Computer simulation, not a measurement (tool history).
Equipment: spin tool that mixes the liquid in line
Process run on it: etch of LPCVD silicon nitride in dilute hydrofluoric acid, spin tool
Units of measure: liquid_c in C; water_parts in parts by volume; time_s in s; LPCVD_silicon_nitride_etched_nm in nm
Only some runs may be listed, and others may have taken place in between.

run	hour	liquid_c	water_parts	time_s	LPCVD_silicon_nitride_etched_nm
1	0	24	65	95	0.71512
2	5.4	24	65	75	0.58602
3	13.2	26	60	75	0.72558
4	14.4	27.5	55	75	0.87314
5	19.8	28.5	55	75	0.90515
6	25.7	29	55	75	0.93359
7	29.9	29.5	55	75	0.97603
8	31.6	30	55	75	1.0066

What does the tool deliver on the next run?
9	32.5	30.5	55	75	?

Run 9 gave LPCVD_silicon_nitride_etched_nm 1.0363 nm.
